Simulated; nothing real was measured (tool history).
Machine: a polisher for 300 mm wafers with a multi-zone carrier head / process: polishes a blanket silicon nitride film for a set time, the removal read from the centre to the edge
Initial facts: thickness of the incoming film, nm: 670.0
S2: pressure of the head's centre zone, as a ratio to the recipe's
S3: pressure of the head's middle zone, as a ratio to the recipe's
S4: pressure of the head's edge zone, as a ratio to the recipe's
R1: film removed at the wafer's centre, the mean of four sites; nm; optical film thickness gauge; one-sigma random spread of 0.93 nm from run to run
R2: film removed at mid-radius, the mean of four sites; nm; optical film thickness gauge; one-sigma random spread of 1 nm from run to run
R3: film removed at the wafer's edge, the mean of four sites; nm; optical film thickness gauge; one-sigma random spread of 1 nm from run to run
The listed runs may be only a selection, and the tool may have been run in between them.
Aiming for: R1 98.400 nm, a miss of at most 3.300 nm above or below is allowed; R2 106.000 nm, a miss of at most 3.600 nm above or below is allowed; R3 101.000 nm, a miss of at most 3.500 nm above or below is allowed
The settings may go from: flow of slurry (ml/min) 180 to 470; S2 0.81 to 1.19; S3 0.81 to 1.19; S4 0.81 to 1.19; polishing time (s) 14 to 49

run 1 day=0.000 | flow_of_slurry_(ml/min)=300 S2=1.00 S3=1.00 S4=1.00 polishing_time_(s)=31 | R1=83.241 R2=83.825 R3=81.602
run 2 day=0.038 | flow_of_slurry_(ml/min)=300 S2=1.00 S3=1.00 S4=0.92 polishing_time_(s)=31 | R1=84.232 R2=81.889 R3=80.699
run 3 day=0.267 | flow_of_slurry_(ml/min)=300 S2=1.00 S3=1.00 S4=0.93 polishing_time_(s)=32 | R1=87.504 R2=84.097 R3=83.415
run 4 day=0.471 | flow_of_slurry_(ml/min)=300 S2=1.00 S3=1.01 S4=0.94 polishing_time_(s)=33 | R1=89.064 R2=89.380 R3=85.275
run 5 day=0.621 | flow_of_slurry_(ml/min)=300 S2=1.00 S3=1.01 S4=0.95 polishing_time_(s)=34 | R1=94.176 R2=91.126 R3=88.781
run 6 day=0.946 | flow_of_slurry_(ml/min)=300 S2=1.00 S3=1.01 S4=0.95 polishing_time_(s)=31 | R1=84.205 R2=82.300 R3=81.198
run 7 day=1.312 | flow_of_slurry_(ml/min)=300 S2=1.00 S3=1.01 S4=0.96 polishing_time_(s)=32 | R1=88.957 R2=86.938 R3=82.453
run 8 day=1.592 | flow_of_slurry_(ml/min)=300 S2=0.99 S3=1.01 S4=0.97 polishing_time_(s)=33 | R1=89.185 R2=87.830 R3=88.986
run 9 day=1.717 | flow_of_slurry_(ml/min)=305 S2=0.99 S3=1.02 S4=0.98 polishing_time_(s)=33 | R1=88.877 R2=87.799 R3=86.925
run 10 day=1.896 | flow_of_slurry_(ml/min)=300 S2=0.99 S3=1.04 S4=0.98 polishing_time_(s)=34 | R1=90.637 R2=92.936 R3=89.016

Pick the move, out of 4, that brings all results within their allowed miss; only one does.
run A day=2.075 | flow_of_slurry_(ml/min)=340 S2=0.81 S3=0.95 S4=1.01 polishing_time_(s)=37 | R1=? R2=? R3=?
run B day=2.075 | flow_of_slurry_(ml/min)=395 S2=0.89 S3=1.00 S4=0.89 polishing_time_(s)=39 | R1=? R2=? R3=?
run C day=2.075 | flow_of_slurry_(ml/min)=295 S2=1.04 S3=1.03 S4=0.88 polishing_time_(s)=30 | R1=? R2=? R3=?
run D day=2.075 | flow_of_slurry_(ml/min)=280 S2=0.83 S3=1.15 S4=1.05 polishing_time_(s)=37 | R1=? R2=? R3=?

move=A R1=85.297 R2=94.949 R3=99.659
move=B R1=98.760 R2=105.620 R3=99.745
move=C R1=85.011 R2=81.397 R3=75.000
move=D R1=85.695 R2=109.890 R3=100.070
A: its largest miss is bigger than the last run's
B: hits every target within its allowed miss
C: its largest miss is bigger than the last run's
D: pushes the last run's worst result past its target
B is the move that brings every result within its allowed miss.

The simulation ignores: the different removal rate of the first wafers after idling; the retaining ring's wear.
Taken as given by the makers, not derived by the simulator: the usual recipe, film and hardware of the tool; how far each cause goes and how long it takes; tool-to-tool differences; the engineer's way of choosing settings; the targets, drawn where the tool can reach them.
